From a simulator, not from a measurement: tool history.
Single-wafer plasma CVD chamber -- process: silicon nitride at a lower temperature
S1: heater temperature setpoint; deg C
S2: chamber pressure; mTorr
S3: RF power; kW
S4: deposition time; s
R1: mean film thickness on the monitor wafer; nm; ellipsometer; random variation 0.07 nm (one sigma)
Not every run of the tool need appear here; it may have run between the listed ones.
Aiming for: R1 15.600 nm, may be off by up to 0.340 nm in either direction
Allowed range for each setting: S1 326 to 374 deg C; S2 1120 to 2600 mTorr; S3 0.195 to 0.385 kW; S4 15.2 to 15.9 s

{"run": 1, "hour": 0.0, "S1": 350, "S2": 1860, "S3": 0.29, "S4": 15.9, "R1": 17.693}
{"run": 2, "hour": 8.8, "S1": 350, "S2": 1790, "S3": 0.285, "S4": 15.9, "R1": 17.122}
{"run": 3, "hour": 12.6, "S1": 350, "S2": 1740, "S3": 0.285, "S4": 15.9, "R1": 16.859}
{"run": 4, "hour": 15.3, "S1": 345, "S2": 1740, "S3": 0.285, "S4": 15.9, "R1": 16.8}
{"run": 5, "hour": 16.3, "S1": 345, "S2": 1970, "S3": 0.285, "S4": 15.9, "R1": 17.624}
{"run": 6, "hour": 23.9, "S1": 345, "S2": 1900, "S3": 0.285, "S4": 15.9, "R1": 17.343}
{"run": 7, "hour": 27.6, "S1": 345, "S2": 1840, "S3": 0.285, "S4": 15.9, "R1": 17.151}
{"run": 8, "hour": 28.2, "S1": 345, "S2": 1790, "S3": 0.285, "S4": 15.9, "R1": 16.961}
{"run": 9, "hour": 31.2, "S1": 345, "S2": 1750, "S3": 0.285, "S4": 15.9, "R1": 16.932}
{"run": 10, "hour": 33.2, "S1": 345, "S2": 1700, "S3": 0.285, "S4": 15.9, "R1": 16.686}
{"run": 11, "hour": 34.0, "S1": 345, "S2": 1660, "S3": 0.285, "S4": 15.9, "R1": 16.709}

Of the 5 settings listed for the next run, only one would bring every result within its allowed miss of target. Which one?
{"run": "A", "hour": 34.8, "S1": 351, "S2": 1670, "S3": 0.28, "S4": 15.2, "R1": "?"}
{"run": "B", "hour": 34.8, "S1": 347, "S2": 2110, "S3": 0.28, "S4": 15.9, "R1": "?"}
{"run": "C", "hour": 34.8, "S1": 341, "S2": 1350, "S3": 0.295, "S4": 15.9, "R1": "?"}
{"run": "D", "hour": 34.8, "S1": 350, "S2": 1640, "S3": 0.26, "S4": 15.2, "R1": "?"}
{"run": "E", "hour": 34.8, "S1": 342, "S2": 1650, "S3": 0.26, "S4": 15.2, "R1": "?"}

move=A R1=15.613
move=B R1=17.487
move=C R1=16.038
move=D R1=14.560
move=E R1=14.633
A: every result lands within tolerance
B: its largest miss is bigger than the last run's
C: nearer the targets than the last run, but a result is still out of spec
D: carries the result that was furthest off beyond its target, to the other side
E: carries the result that was furthest off beyond its target, to the other side
Correct choice: A, which meets every target
